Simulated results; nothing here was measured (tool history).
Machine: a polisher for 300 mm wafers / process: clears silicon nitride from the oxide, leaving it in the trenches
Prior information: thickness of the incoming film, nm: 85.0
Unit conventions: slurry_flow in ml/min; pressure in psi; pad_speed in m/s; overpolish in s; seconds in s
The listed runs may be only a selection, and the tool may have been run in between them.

run    day  slurry_flow  pressure  pad_speed  overpolish  seconds
  1  0.000          155       2.2       1.20          18   144.51
  2  0.346          160       2.3       1.20          18   139.38
  3  0.458          160       2.4       1.20          18   133.72
  4  0.833          160       2.5       1.20          18   131.06
  5  1.100          165       2.6       1.20          18   125.65
  6  1.154          195       2.6       1.20          18   124.24
  7  1.350          195       2.7       1.20          18   121.08

What will run 8 give?
  8  1.662          195       2.8       1.20          18        ?

seconds: 117.59 s
